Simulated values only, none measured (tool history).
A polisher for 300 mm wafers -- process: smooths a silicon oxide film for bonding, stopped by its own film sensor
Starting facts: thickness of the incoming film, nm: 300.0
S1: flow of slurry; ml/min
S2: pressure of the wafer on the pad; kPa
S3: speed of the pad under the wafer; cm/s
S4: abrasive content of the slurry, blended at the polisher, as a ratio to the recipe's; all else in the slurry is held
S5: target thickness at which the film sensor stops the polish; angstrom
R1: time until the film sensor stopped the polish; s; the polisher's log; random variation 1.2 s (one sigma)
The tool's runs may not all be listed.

{"run": 1, "hour": 0.0, "S1": 180, "S2": 15.9, "S3": 76, "S4": 1, "S5": 2280, "R1": 134.42}
{"run": 2, "hour": 3.3, "S1": 180, "S2": 15.9, "S3": 76, "S4": 0.8, "S5": 2280, "R1": 143.31}
{"run": 3, "hour": 4.2, "S1": 205, "S2": 15.9, "S3": 76, "S4": 0.8, "S5": 2280, "R1": 140.68}
{"run": 4, "hour": 11.3, "S1": 230, "S2": 15.9, "S3": 76, "S4": 0.8, "S5": 2280, "R1": 137.33}
{"run": 5, "hour": 17.6, "S1": 230, "S2": 17.9, "S3": 76, "S4": 0.8, "S5": 2280, "R1": 125.62}
{"run": 6, "hour": 20.4, "S1": 230, "S2": 17.9, "S3": 60, "S4": 0.8, "S5": 2280, "R1": 152.47}

Estimate the outcome of run 7 from the log above:
{"hour": 24.1, "done": "worn pad replaced by a new one"}
{"run": 7, "hour": 24.1, "S1": 230, "S2": 20, "S3": 60, "S4": 0.8, "S5": 2280, "R1": "?"}

R1: 131.66 s
